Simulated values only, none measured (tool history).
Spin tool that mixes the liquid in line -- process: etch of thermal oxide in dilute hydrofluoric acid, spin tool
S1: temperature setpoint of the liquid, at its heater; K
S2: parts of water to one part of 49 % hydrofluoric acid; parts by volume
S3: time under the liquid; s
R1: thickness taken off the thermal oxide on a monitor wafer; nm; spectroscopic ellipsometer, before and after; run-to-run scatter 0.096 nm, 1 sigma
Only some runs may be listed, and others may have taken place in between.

{"run": 1, "hour": 0.0, "S1": 298.15, "S2": 80, "S3": 220, "R1": 16.241}
{"run": 2, "hour": 3.8, "S1": 299.65, "S2": 75, "S3": 220, "R1": 18.439}
{"run": 3, "hour": 12.3, "S1": 299.65, "S2": 75, "S3": 235, "R1": 19.698}
{"run": 4, "hour": 13.1, "S1": 300.65, "S2": 70, "S3": 235, "R1": 21.978}
{"run": 5, "hour": 15.8, "S1": 301.65, "S2": 70, "S3": 235, "R1": 23.028}
{"run": 6, "hour": 19.8, "S1": 302.65, "S2": 70, "S3": 235, "R1": 23.75}
{"run": 7, "hour": 23.6, "S1": 303.15, "S2": 70, "S3": 235, "R1": 24.302}

Run 8 is up next; what results do you expect?
{"run": 8, "hour": 32.0, "S1": 303.65, "S2": 70, "S3": 235, "R1": "?"}

{"run 8": {"R1": 24.658}}

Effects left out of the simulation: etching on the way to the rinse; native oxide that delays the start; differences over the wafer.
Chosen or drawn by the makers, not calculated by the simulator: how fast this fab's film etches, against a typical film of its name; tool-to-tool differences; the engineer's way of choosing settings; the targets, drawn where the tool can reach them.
